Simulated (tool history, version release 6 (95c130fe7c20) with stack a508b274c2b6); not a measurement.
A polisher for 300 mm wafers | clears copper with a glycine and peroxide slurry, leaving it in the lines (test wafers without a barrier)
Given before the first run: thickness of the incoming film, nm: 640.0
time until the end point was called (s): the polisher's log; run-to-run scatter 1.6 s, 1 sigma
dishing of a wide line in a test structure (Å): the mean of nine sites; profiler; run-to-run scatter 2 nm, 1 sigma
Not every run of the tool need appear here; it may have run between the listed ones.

| run | hour | flow of slurry (ml/min) | pressure of the wafer on the pad (psi) | speed of the pad under the wafer (cm/s) | overpolish time after the end point (s) | time until the end point was called (s) | dishing of a wide line in a test structure (Å) |
|---|---|---|---|---|---|---|---|
| 1 | 0 | 150 | 2.1 | 112 | 21 | 131.59 | 611.16 |
| 2 | 1.3 | 150 | 2.1 | 134 | 21 | 115.76 | 653.49 |
| 3 | 10 | 150 | 2.1 | 132 | 24 | 122.73 | 753.25 |
| 4 | 14.9 | 150 | 2.1 | 116 | 24 | 127.8 | 691.76 |
| 5 | 22.5 | 150 | 2.1 | 116 | 26 | 129.69 | 698.71 |
| 6 | 25.3 | 150 | 2.1 | 116 | 28 | 128.48 | 786.94 |
| 7 | 33.8 | 150 | 2.1 | 116 | 29 | 130.11 | 768.95 |
| 8 | 34.8 | 150 | 2.1 | 116 | 30 | 129.82 | 813.76 |
| 9 | 42.6 | 150 | 2.1 | 116 | 31 | 130.4 | 845.09 |

For run 10, what comes out?
| 10 | 45.6 | 150 | 2.1 | 116 | 32 | ? | ? |

Run 10 gave time until the end point was called (s) 128.78, dishing of a wide line in a test structure (Å) 840.71.

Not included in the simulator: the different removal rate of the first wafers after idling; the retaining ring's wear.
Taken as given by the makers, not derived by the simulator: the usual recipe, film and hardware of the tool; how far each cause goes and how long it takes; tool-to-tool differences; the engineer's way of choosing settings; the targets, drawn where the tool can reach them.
